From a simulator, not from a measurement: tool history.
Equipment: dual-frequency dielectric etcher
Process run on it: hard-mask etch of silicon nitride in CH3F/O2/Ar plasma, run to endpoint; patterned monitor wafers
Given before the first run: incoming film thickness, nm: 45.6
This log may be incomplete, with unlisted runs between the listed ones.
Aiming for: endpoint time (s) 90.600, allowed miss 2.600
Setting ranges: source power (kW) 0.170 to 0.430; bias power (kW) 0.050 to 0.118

| run | hour | source power (kW) | bias power (kW) | endpoint time (s) |
|---|---|---|---|---|
| 1 | 0.0 | 0.300 | 0.084 | 72.233 |
| 2 | 6.6 | 0.280 | 0.080 | 76.304 |
| 3 | 12.9 | 0.330 | 0.080 | 70.913 |
| 4 | 16.6 | 0.330 | 0.091 | 67.222 |
| 5 | 23.8 | 0.300 | 0.087 | 71.828 |
| 6 | 32.1 | 0.300 | 0.099 | 67.379 |
| 7 | 34.7 | 0.240 | 0.082 | 81.148 |
| 8 | 39.7 | 0.230 | 0.081 | 83.015 |
| 9 | 42.1 | 0.220 | 0.080 | 85.988 |
| 10 | 43.7 | 0.210 | 0.079 | 87.884 |

Which one of the following 5 next-run settings gets every result inside its allowed miss? There is exactly one.
| A | 45.3 | 0.250 | 0.061 | ? |
| B | 45.3 | 0.220 | 0.087 | ? |
| C | 45.3 | 0.230 | 0.081 | ? |
| D | 45.3 | 0.290 | 0.064 | ? |
| E | 45.3 | 0.220 | 0.079 | ? |

| move | endpoint time (s) |
|---|---|
| A | 90.894 |
| B | 82.860 |
| C | 83.677 |
| D | 83.004 |
| E | 86.438 |
A: hits every target within its allowed miss
B: lands further from the targets than the last run did
C: lands further from the targets than the last run did
D: lands further from the targets than the last run did
E: lands further from the targets than the last run did
The move that meets every target is A.
